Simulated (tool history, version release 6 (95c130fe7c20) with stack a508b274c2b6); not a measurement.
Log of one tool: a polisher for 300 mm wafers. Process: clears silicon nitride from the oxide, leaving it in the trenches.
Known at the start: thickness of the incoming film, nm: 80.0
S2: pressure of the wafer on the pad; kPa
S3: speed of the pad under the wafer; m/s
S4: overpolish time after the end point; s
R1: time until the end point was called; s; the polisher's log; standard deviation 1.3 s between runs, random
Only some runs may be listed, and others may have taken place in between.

run 1 hour=0 | flow_of_slurry_(ml/min)=255 S2=13.1 S3=0.98 S4=13 | R1=124.21
run 2 hour=7 | flow_of_slurry_(ml/min)=310 S2=13.1 S3=0.98 S4=13 | R1=124.9
run 3 hour=10 | flow_of_slurry_(ml/min)=310 S2=13.1 S3=0.98 S4=10 | R1=121.3
run 4 hour=16.6 | flow_of_slurry_(ml/min)=310 S2=13.8 S3=0.98 S4=10 | R1=118.94
run 5 hour=17.7 | flow_of_slurry_(ml/min)=310 S2=15.2 S3=0.98 S4=10 | R1=109.46
run 6 hour=26.4 | flow_of_slurry_(ml/min)=310 S2=15.9 S3=0.98 S4=10 | R1=100.65
run 7 hour=28.4 | flow_of_slurry_(ml/min)=310 S2=16.5 S3=0.98 S4=10 | R1=97.966

Run 8 comes next. What will it give?
run 8 hour=33.8 | flow_of_slurry_(ml/min)=310 S2=17.2 S3=0.98 S4=10 | R1=?

R1: 93.514 s

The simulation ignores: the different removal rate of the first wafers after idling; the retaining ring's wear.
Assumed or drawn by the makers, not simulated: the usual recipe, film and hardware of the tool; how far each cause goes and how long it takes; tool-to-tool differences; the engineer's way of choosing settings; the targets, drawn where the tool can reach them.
